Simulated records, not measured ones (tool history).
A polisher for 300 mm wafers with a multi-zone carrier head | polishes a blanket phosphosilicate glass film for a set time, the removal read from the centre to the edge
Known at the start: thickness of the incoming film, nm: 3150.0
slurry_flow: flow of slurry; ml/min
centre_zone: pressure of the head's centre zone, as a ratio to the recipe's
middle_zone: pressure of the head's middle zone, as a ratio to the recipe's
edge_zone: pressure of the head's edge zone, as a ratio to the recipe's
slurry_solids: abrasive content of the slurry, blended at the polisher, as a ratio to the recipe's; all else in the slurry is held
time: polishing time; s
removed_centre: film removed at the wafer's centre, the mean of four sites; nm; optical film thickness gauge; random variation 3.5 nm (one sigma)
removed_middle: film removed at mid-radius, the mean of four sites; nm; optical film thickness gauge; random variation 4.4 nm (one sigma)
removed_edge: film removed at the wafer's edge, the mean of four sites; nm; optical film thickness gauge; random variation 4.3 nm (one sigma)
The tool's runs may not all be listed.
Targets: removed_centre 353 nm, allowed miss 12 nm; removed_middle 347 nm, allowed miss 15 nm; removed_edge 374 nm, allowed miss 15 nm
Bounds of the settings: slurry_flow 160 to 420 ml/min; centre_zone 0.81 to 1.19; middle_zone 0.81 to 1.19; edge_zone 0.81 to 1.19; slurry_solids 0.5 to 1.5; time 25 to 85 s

Run 1, hour 0: slurry_flow 270 ml/min, centre_zone 1, middle_zone 1, edge_zone 1, slurry_solids 1, time 55 s. Result: removed_centre 483.6 nm, removed_middle 490.09 nm, removed_edge 483.21 nm.
Run 2, hour 4.6: slurry_flow 270 ml/min, centre_zone 0.99, middle_zone 0.98, edge_zone 0.99, slurry_solids 0.95, time 55 s. Result: removed_centre 466.65 nm, removed_middle 466.3 nm, removed_edge 471.31 nm.
Run 3, hour 10.4: slurry_flow 270 ml/min, centre_zone 0.98, middle_zone 0.97, edge_zone 0.98, slurry_solids 0.9, time 55 s. Result: removed_centre 447.05 nm, removed_middle 447.65 nm, removed_edge 457.98 nm.
Run 4, hour 13.1: slurry_flow 270 ml/min, centre_zone 0.97, middle_zone 0.96, edge_zone 0.97, slurry_solids 0.85, time 55 s. Result: removed_centre 437.43 nm, removed_middle 439.23 nm, removed_edge 444.7 nm.
Run 5, hour 16.1: slurry_flow 270 ml/min, centre_zone 0.96, middle_zone 0.95, edge_zone 0.96, slurry_solids 0.8, time 55 s. Result: removed_centre 422 nm, removed_middle 426.2 nm, removed_edge 426.69 nm.
Run 6, hour 17.6: slurry_flow 270 ml/min, centre_zone 0.96, middle_zone 0.95, edge_zone 1.02, slurry_solids 0.8, time 55 s. Result: removed_centre 419.15 nm, removed_middle 425.07 nm, removed_edge 442.66 nm.
Run 7, hour 18.2: slurry_flow 270 ml/min, centre_zone 0.95, middle_zone 0.94, edge_zone 1.01, slurry_solids 0.8, time 55 s. Result: removed_centre 408.15 nm, removed_middle 423.97 nm, removed_edge 441.14 nm.
Run 8, hour 19.8: slurry_flow 270 ml/min, centre_zone 0.95, middle_zone 0.93, edge_zone 1, slurry_solids 0.8, time 55 s. Result: removed_centre 412.27 nm, removed_middle 408.12 nm, removed_edge 433.09 nm.
Run 9, hour 22.1: slurry_flow 270 ml/min, centre_zone 0.94, middle_zone 0.92, edge_zone 0.99, slurry_solids 0.8, time 55 s. Result: removed_centre 409.12 nm, removed_middle 405.74 nm, removed_edge 426.83 nm.

4 next moves are on the table. One of them brings every result within its allowed miss. Which?
Run A, hour 24.4: slurry_flow 190 ml/min, centre_zone 1.02, middle_zone 0.99, edge_zone 1.15, slurry_solids 0.75, time 47 s. Result: removed_centre ?, removed_middle ?, removed_edge ?.
Run B, hour 24.4: slurry_flow 310 ml/min, centre_zone 1.12, middle_zone 1.05, edge_zone 0.82, slurry_solids 0.95, time 46 s. Result: removed_centre ?, removed_middle ?, removed_edge ?.
Run C, hour 24.4: slurry_flow 210 ml/min, centre_zone 1.19, middle_zone 0.96, edge_zone 0.81, slurry_solids 1.1, time 42 s. Result: removed_centre ?, removed_middle ?, removed_edge ?.
Run D, hour 24.4: slurry_flow 370 ml/min, centre_zone 0.95, middle_zone 0.83, edge_zone 1.05, slurry_solids 0.85, time 47 s. Result: removed_centre ?, removed_middle ?, removed_edge ?.

move  removed_centre  removed_middle  removed_edge
   A          359.43          354.76        367.01
   B           452.8          425.07        352.89
   C          446.95          367.52        330.94
   D             379          345.38        390.07
A: meets every target
B: further off than the last run
C: further off than the last run
D: nearer than the last run, and not there yet
Answer: A

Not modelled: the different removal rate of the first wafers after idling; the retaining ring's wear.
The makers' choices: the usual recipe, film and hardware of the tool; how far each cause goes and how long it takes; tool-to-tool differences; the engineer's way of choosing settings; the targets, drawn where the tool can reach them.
